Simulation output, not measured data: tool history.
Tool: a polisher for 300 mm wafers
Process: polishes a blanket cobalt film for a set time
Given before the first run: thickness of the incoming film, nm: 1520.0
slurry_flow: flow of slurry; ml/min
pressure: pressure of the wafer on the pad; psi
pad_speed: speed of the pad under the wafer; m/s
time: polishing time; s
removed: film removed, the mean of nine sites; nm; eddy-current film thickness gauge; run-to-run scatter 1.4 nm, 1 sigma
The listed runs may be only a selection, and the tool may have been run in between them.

| run | hour | slurry_flow | pressure | pad_speed | time | removed |
|---|---|---|---|---|---|---|
| 1 | 0 | 165 | 2 | 0.78 | 47 | 192.64 |
| 2 | 1.6 | 190 | 2 | 0.78 | 47 | 197.88 |
| 3 | 9.2 | 170 | 2 | 0.78 | 47 | 196.37 |
| 4 | 16.5 | 170 | 2 | 0.68 | 47 | 176.79 |
| 5 | 20.1 | 170 | 2.3 | 0.68 | 47 | 201.8 |
| 6 | 22.6 | 170 | 2.3 | 0.54 | 47 | 170.49 |
| 7 | 31.3 | 180 | 2.4 | 0.54 | 47 | 177.32 |
| 8 | 35.1 | 180 | 2.5 | 0.54 | 47 | 185.29 |
| 9 | 36.3 | 180 | 2.6 | 0.54 | 47 | 193.63 |

Run 10 is up next; what results do you expect?
| 10 | 45.3 | 230 | 3 | 0.54 | 47 | ? |

removed: 226.37 nm

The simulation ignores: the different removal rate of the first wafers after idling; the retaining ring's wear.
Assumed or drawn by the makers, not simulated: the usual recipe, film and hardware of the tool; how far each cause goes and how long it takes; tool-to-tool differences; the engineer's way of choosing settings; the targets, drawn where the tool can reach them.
